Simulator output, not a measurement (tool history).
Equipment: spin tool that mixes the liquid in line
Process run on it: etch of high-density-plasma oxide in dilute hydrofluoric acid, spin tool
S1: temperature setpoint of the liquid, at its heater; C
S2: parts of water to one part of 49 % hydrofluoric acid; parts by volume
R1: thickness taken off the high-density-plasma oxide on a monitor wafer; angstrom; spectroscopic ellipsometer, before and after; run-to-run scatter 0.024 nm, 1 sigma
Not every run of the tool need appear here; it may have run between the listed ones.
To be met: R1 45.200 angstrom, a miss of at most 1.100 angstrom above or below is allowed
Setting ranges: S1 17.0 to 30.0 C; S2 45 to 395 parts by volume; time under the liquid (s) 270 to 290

run 1 day=0.000 | S1=22.0 S2=220 time_under_the_liquid_(s)=270 | R1=80.020
run 2 day=0.154 | S1=22.0 S2=265 time_under_the_liquid_(s)=270 | R1=63.165
run 3 day=0.454 | S1=22.0 S2=265 time_under_the_liquid_(s)=270 | R1=63.214
run 4 day=0.792 | S1=22.0 S2=265 time_under_the_liquid_(s)=290 | R1=67.971
run 5 day=1.071 | S1=22.0 S2=230 time_under_the_liquid_(s)=290 | R1=80.179
run 6 day=1.350 | S1=22.0 S2=185 time_under_the_liquid_(s)=290 | R1=105.360
run 7 day=1.492 | S1=21.5 S2=200 time_under_the_liquid_(s)=290 | R1=94.719
run 8 day=1.842 | S1=21.0 S2=210 time_under_the_liquid_(s)=290 | R1=87.745
run 9 day=2.071 | S1=20.5 S2=220 time_under_the_liquid_(s)=290 | R1=80.608
run 10 day=2.225 | S1=20.0 S2=230 time_under_the_liquid_(s)=290 | R1=75.485
run 11 day=2.362 | S1=19.5 S2=235 time_under_the_liquid_(s)=290 | R1=72.290
run 12 day=2.525 | S1=19.5 S2=240 time_under_the_liquid_(s)=290 | R1=70.296
run 13 day=2.804 | S1=19.5 S2=245 time_under_the_liquid_(s)=290 | R1=68.455

Exercise: of the 5 proposed moves below, exactly one satisfies all targets within the stated allowed misses. Which move is it?
run A day=3.083 | S1=18.5 S2=310 time_under_the_liquid_(s)=270 | R1=?
run B day=3.083 | S1=20.0 S2=335 time_under_the_liquid_(s)=270 | R1=?
run C day=3.083 | S1=19.5 S2=335 time_under_the_liquid_(s)=270 | R1=?
run D day=3.083 | S1=23.5 S2=180 time_under_the_liquid_(s)=290 | R1=?
run E day=3.083 | S1=21.5 S2=150 time_under_the_liquid_(s)=290 | R1=?

move=A R1=45.789
move=B R1=43.797
move=C R1=43.017
move=D R1=115.650
move=E R1=132.760
A: hits every target within its allowed miss
B: takes the biggest miss from the last run beyond its target
C: takes the biggest miss from the last run beyond its target
D: further off than the last run
E: further off than the last run
Answer: A

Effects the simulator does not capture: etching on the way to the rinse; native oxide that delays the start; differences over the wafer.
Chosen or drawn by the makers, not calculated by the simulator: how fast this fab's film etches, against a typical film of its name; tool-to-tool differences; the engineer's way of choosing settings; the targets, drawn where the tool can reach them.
